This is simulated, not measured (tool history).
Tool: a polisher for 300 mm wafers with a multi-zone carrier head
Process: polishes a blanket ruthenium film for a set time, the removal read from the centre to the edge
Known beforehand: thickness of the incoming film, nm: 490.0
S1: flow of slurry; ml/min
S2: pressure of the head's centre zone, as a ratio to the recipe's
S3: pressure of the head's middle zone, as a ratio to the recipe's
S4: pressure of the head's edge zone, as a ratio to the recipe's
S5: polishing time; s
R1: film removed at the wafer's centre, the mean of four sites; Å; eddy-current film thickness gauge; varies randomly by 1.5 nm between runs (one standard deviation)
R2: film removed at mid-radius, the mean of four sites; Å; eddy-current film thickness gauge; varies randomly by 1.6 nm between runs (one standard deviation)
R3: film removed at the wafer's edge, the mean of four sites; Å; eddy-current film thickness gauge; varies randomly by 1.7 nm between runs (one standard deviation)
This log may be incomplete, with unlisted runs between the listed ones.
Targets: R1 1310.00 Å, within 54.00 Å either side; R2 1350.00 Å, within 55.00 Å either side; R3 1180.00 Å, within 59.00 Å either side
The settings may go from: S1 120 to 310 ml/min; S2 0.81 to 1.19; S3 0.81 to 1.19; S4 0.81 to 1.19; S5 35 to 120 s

run    day   S1    S2    S3    S4   S5       R1       R2       R3
  1  0.000  200  1.00  1.00  1.00   77   917.78   952.41   929.17
  2  0.317  200  1.00  1.00  1.00   64   753.78   774.01   784.87
  3  0.621  230  1.00  1.00  1.00   64   765.45   785.04   794.48
  4  0.912  195  1.00  1.00  1.00   64   759.62   769.69   774.92
  5  1.233  195  1.00  1.00  1.03   64   768.17   770.99   799.48
  6  1.475  175  1.00  1.00  1.03   64   746.66   756.75   783.93
  7  1.779  190  1.04  1.05  1.05   73   863.92   916.51   908.01
  8  1.862  200  1.09  1.06  1.02   80  1031.70  1028.30   967.49
  9  2.092  210  1.12  1.09  1.03   84  1111.00  1131.30  1024.50
 10  2.425  215  1.14  1.11  1.05   87  1177.00  1182.80  1092.40
 11  2.521  220  1.15  1.13  1.05   89  1206.90  1182.60  1107.80
 12  2.671  220  1.12  1.19  0.96  100  1349.80  1399.20  1189.00
 13  2.896  220  1.11  1.18  0.96  100  1339.60  1412.20  1197.60

Below are 4 possible settings for the next run. Only one of them brings all results inside the allowed miss of their targets. Which is it?
  A  3.121  205  1.11  1.18  0.90  105   ?   ?   ?
  B  3.121  280  1.10  1.14  0.97   96   ?   ?   ?
  C  3.121  195  1.10  1.19  0.81  106   ?   ?   ?
  D  3.121  200  1.03  1.19  0.82  105   ?   ?   ?

move       R1       R2       R3
   A  1377.10  1479.90  1215.20
   B  1299.80  1362.70  1183.50
   C  1367.00  1494.80  1164.10
   D  1272.40  1486.50  1162.40
A: lands further from the targets than the last run did
B: all results land within tolerance of their targets
C: lands further from the targets than the last run did
D: lands further from the targets than the last run did
B meets every target.
